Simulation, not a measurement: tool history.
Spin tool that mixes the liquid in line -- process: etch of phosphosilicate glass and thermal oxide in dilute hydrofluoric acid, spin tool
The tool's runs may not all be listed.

run    day  temperature setpoint of the liquid (°C)  parts of water to one part of 49 % hydrofluoric acid (parts by volume)  time under the liquid (s)  thickness taken off the phosphosilicate glass on a monitor wafer (nm)  thickness taken off the thermal oxide on a monitor wafer (nm)
  1  0.000                                     23.0                                                                     290                         30                                                                12.2100                                                        0.42230
  2  0.050                                     23.0                                                                     290                         40                                                                16.3620                                                        0.49108
  3  0.221                                     23.0                                                                     340                         40                                                                13.0710                                                        0.41152
  4  0.338                                     23.0                                                                     280                         40                                                                17.1730                                                        0.47709
  5  0.554                                     22.5                                                                     295                         40                                                                15.9120                                                        0.47477
  6  0.862                                     22.5                                                                     400                         40                                                                10.7040                                                        0.30288
  7  1.212                                     22.5                                                                     405                         40                                                                10.4070                                                        0.33334
  8  1.300                                     22.0                                                                     410                         40                                                                10.0880                                                        0.34280
  9  1.412                                     22.0                                                                     415                         40                                                                 9.9143                                                        0.35658
 10  1.488                                     22.5                                                                     425                         40                                                                 9.8285                                                        0.31477

Expected results for the next run?
 11  1.717                                     22.0                                                                     430                         40                                                                      ?                                                              ?

Run 11 came out at thickness taken off the phosphosilicate glass on a monitor wafer (nm) 9.2930, thickness taken off the thermal oxide on a monitor wafer (nm) 0.32667.
